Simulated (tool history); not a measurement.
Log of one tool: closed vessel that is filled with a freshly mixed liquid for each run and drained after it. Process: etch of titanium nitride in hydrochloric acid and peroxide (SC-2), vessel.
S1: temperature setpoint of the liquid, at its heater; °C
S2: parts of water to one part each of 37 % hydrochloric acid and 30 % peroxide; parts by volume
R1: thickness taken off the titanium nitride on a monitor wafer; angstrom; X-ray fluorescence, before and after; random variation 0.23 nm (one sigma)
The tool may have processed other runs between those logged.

run 1 hour=0.0 | S1=60.0 S2=8.0 time_in_the_liquid_(s)=770 | R1=533.75
run 2 hour=8.2 | S1=58.5 S2=8.0 time_in_the_liquid_(s)=770 | R1=487.14
run 3 hour=11.5 | S1=57.0 S2=8.0 time_in_the_liquid_(s)=770 | R1=443.97
run 4 hour=14.8 | S1=57.0 S2=10.5 time_in_the_liquid_(s)=770 | R1=346.97
run 5 hour=22.9 | S1=57.0 S2=10.5 time_in_the_liquid_(s)=830 | R1=373.42
run 6 hour=32.3 | S1=57.0 S2=8.5 time_in_the_liquid_(s)=830 | R1=451.95
run 7 hour=39.4 | S1=56.0 S2=8.5 time_in_the_liquid_(s)=830 | R1=420.37
run 8 hour=47.7 | S1=55.0 S2=8.5 time_in_the_liquid_(s)=830 | R1=392.46

What does the tool deliver on the next run?
run 9 hour=56.2 | S1=54.5 S2=8.5 time_in_the_liquid_(s)=830 | R1=?

{"run 9": {"R1": 379.54}}
